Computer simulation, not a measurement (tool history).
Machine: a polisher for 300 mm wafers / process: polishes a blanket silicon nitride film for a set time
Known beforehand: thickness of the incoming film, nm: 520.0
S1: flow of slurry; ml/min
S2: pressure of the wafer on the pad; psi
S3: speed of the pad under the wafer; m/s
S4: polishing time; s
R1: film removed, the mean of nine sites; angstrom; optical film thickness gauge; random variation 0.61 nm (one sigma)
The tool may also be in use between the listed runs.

run 1 hour=0 | S1=130 S2=4.2 S3=0.86 S4=44 | R1=842.03
run 2 hour=5.1 | S1=125 S2=3.8 S3=0.86 S4=44 | R1=762.08
run 3 hour=11.7 | S1=125 S2=3.8 S3=0.86 S4=44 | R1=758.35
run 4 hour=13.4 | S1=120 S2=3.5 S3=0.86 S4=44 | R1=703.78
run 5 hour=17.5 | S1=105 S2=3.5 S3=0.86 S4=44 | R1=664.3
run 6 hour=26.4 | S1=100 S2=3.4 S3=0.86 S4=44 | R1=667.28

Predict the results of run 7:
run 7 hour=29.2 | S1=100 S2=3.2 S3=0.86 S4=44 | R1=?

{"run 7": {"R1": 616.36}}

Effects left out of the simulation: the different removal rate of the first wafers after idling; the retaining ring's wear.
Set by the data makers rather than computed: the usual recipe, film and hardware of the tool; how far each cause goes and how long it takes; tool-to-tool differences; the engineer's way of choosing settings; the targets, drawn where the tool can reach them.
